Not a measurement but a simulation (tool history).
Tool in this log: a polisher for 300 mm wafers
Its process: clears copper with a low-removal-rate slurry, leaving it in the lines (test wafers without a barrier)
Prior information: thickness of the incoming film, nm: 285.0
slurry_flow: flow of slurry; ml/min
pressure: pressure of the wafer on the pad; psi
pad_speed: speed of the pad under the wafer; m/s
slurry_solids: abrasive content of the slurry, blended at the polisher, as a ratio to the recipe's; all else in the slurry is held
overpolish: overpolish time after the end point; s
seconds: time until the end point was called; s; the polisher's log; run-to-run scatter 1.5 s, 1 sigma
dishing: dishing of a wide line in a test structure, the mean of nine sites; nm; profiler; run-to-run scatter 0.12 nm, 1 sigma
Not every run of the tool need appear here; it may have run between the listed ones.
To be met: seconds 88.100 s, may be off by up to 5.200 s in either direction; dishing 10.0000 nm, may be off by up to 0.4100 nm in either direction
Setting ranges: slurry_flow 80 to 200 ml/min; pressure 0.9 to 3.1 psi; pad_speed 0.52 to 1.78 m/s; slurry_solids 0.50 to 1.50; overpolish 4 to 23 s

Run 1, day 0.000: slurry_flow 130 ml/min, pressure 2.0 psi, pad_speed 1.14 m/s, slurry_solids 1.00, overpolish 12 s. Result: seconds 130.680 s, dishing 20.2820 nm.
Run 2, day 0.271: slurry_flow 150 ml/min, pressure 2.0 psi, pad_speed 1.14 m/s, slurry_solids 1.00, overpolish 12 s. Result: seconds 124.910 s, dishing 20.6340 nm.
Run 3, day 0.462: slurry_flow 130 ml/min, pressure 2.0 psi, pad_speed 1.14 m/s, slurry_solids 1.00, overpolish 12 s. Result: seconds 124.350 s, dishing 19.8940 nm.
Run 4, day 0.492: slurry_flow 120 ml/min, pressure 2.0 psi, pad_speed 1.16 m/s, slurry_solids 1.00, overpolish 10 s. Result: seconds 122.800 s, dishing 16.7520 nm.
Run 5, day 0.808: slurry_flow 110 ml/min, pressure 2.0 psi, pad_speed 1.22 m/s, slurry_solids 0.95, overpolish 9 s. Result: seconds 125.960 s, dishing 15.5580 nm.
Run 6, day 0.858: slurry_flow 105 ml/min, pressure 2.0 psi, pad_speed 1.18 m/s, slurry_solids 1.10, overpolish 8 s. Result: seconds 124.940 s, dishing 13.7180 nm.
Run 7, day 1.058: slurry_flow 100 ml/min, pressure 2.1 psi, pad_speed 1.18 m/s, slurry_solids 1.20, overpolish 7 s. Result: seconds 117.950 s, dishing 12.5930 nm.
Run 8, day 1.092: slurry_flow 80 ml/min, pressure 2.7 psi, pad_speed 1.02 m/s, slurry_solids 1.45, overpolish 4 s. Result: seconds 115.830 s, dishing 7.8219 nm.
Run 9, day 1.138: slurry_flow 90 ml/min, pressure 2.8 psi, pad_speed 1.02 m/s, slurry_solids 1.45, overpolish 4 s. Result: seconds 101.700 s, dishing 8.4415 nm.
Run 10, day 1.388: slurry_flow 95 ml/min, pressure 2.8 psi, pad_speed 1.02 m/s, slurry_solids 1.45, overpolish 4 s. Result: seconds 102.020 s, dishing 8.7970 nm.
Run 11, day 1.571: slurry_flow 100 ml/min, pressure 2.8 psi, pad_speed 1.02 m/s, slurry_solids 1.45, overpolish 4 s. Result: seconds 101.170 s, dishing 8.7247 nm.

Which of these 4 next moves meets every target?
Run A, day 1.754: slurry_flow 115 ml/min, pressure 2.8 psi, pad_speed 1.00 m/s, slurry_solids 1.50, overpolish 4 s. Result: seconds ?, dishing ?.
Run B, day 1.754: slurry_flow 95 ml/min, pressure 2.7 psi, pad_speed 1.16 m/s, slurry_solids 1.40, overpolish 4 s. Result: seconds ?, dishing ?.
Run C, day 1.754: slurry_flow 105 ml/min, pressure 3.0 psi, pad_speed 0.96 m/s, slurry_solids 1.50, overpolish 4 s. Result: seconds ?, dishing ?.
Run D, day 1.754: slurry_flow 90 ml/min, pressure 3.1 psi, pad_speed 1.12 m/s, slurry_solids 1.30, overpolish 4 s. Result: seconds ?, dishing ?.

move  seconds  dishing
   A  100.490   8.8483
   B   97.184   9.1380
   C   99.821   8.9124
   D   90.924   9.7644
A: closer than the last run, but not yet in spec
B: closer than the last run, but not yet in spec
C: closer than the last run, but not yet in spec
D: every result lands within tolerance
Answer: D
